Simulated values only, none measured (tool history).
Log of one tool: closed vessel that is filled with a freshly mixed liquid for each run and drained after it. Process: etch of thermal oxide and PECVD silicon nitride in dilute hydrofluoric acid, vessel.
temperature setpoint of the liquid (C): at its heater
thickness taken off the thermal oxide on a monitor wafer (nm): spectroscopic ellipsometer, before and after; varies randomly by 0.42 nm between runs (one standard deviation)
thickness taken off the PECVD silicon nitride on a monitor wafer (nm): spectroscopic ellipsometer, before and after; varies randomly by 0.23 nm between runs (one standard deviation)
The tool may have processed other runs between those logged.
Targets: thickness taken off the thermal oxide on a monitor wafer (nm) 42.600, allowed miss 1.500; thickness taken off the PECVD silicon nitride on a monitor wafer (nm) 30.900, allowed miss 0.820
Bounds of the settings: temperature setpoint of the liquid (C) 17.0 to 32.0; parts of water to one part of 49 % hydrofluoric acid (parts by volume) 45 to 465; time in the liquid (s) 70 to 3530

run,hour,temperature setpoint of the liquid (C),parts of water to one part of 49 % hydrofluoric acid (parts by volume),time in the liquid (s),thickness taken off the thermal oxide on a monitor wafer (nm),thickness taken off the PECVD silicon nitride on a monitor wafer (nm)
1,0.0,24.0,255,1800,30.274,28.007
2,5.1,21.0,255,1800,27.077,23.229
3,9.6,21.0,220,1710,30.340,25.262
4,12.5,21.0,220,2030,36.339,30.392
5,19.2,21.0,220,2615,47.552,39.249
6,20.8,20.0,215,2590,46.729,37.479
7,25.2,19.0,210,2570,45.032,35.449
8,30.9,18.5,205,2535,45.537,34.247
9,39.7,18.0,205,2535,44.242,32.838
10,44.7,17.5,205,2540,43.391,31.715
11,53.4,17.5,205,2545,43.388,32.244
12,55.4,17.5,205,2535,42.626,32.653
13,60.7,17.5,200,2490,43.553,31.725
14,64.9,17.5,200,2495,43.804,32.371

Of the 5 settings listed for the next run, only one would bring every result within its allowed miss of target. Which one?
A,69.1,20.5,195,2200,?,?
B,69.1,18.5,240,3050,?,?
C,69.1,17.0,200,2445,?,?
D,69.1,17.5,175,2280,?,?
E,69.1,18.0,215,2600,?,?

move,thickness taken off the thermal oxide on a monitor wafer (nm),thickness taken off the PECVD silicon nitride on a monitor wafer (nm)
A,44.566,35.519
B,44.533,35.327
C,41.899,30.529
D,46.632,33.476
E,42.527,32.386
A: misses by more than the last run did
B: misses by more than the last run did
C: every result lands within tolerance
D: misses by more than the last run did
E: neither nearer nor further off than the last run
The right move is C.

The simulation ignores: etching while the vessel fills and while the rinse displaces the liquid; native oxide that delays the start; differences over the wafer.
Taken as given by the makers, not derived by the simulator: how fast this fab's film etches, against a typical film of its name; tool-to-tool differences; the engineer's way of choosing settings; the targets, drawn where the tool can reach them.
